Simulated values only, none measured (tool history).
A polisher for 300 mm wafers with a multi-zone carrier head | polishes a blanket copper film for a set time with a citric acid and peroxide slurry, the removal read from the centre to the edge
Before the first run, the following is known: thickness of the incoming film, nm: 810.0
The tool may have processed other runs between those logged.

| run | hour | flow of slurry (ml/min) | pressure of the head's centre zone | pressure of the head's middle zone | pressure of the head's edge zone | abrasive content of the slurry | polishing time (s) | film removed at the wafer's centre (Å) | film removed at mid-radius (Å) | film removed at the wafer's edge (Å) |
|---|---|---|---|---|---|---|---|---|---|---|
| 1 | 0 | 170 | 1 | 1 | 1 | 1 | 89 | 2217.1 | 2093.3 | 2100 |
| 2 | 4.3 | 170 | 1 | 1 | 0.98 | 0.95 | 88 | 2136.5 | 2080.6 | 2074.8 |
| 3 | 5.8 | 170 | 1 | 1 | 0.98 | 0.95 | 100 | 2395.4 | 2335.2 | 2330.4 |
| 4 | 12.2 | 170 | 1 | 1 | 1.05 | 0.95 | 100 | 2428.5 | 2313.9 | 2482.3 |
| 5 | 14.5 | 170 | 1 | 1 | 1.13 | 0.95 | 100 | 2402.5 | 2301.5 | 2486.6 |
| 6 | 21.5 | 175 | 1.01 | 1.01 | 1.11 | 0.9 | 97 | 2346.9 | 2287 | 2435.8 |
| 7 | 24 | 175 | 1.01 | 1.01 | 1.08 | 0.9 | 94 | 2295.6 | 2175.9 | 2247.3 |
| 8 | 27.6 | 175 | 1.01 | 1.01 | 1.07 | 0.85 | 92 | 2193.2 | 2097.9 | 2186.1 |
| 9 | 29.3 | 175 | 1.01 | 1.02 | 1.05 | 0.8 | 90 | 2112.9 | 2078.5 | 2076.7 |
| 10 | 31.3 | 175 | 1.01 | 1.02 | 1.03 | 0.75 | 89 | 2079.9 | 2025.2 | 2011.8 |
| 11 | 35.2 | 175 | 1.01 | 1.02 | 1.01 | 0.7 | 88 | 2025.8 | 1963.3 | 1911.2 |
| 12 | 36 | 130 | 0.95 | 1 | 0.91 | 0.5 | 88 | 1740.7 | 1790 | 1710.9 |
| 13 | 40.9 | 130 | 0.96 | 1 | 0.9 | 0.5 | 88 | 1764.4 | 1790.2 | 1662.1 |

The next listed run, before its measurement:
| 14 | 42.7 | 130 | 0.96 | 1 | 0.89 | 0.5 | 88 | ? | ? | ? |

{"run 14": {"film removed at the wafer's centre (Å)": 1738.1, "film removed at mid-radius (Å)": 1756.7, "film removed at the wafer's edge (Å)": 1692.6}}
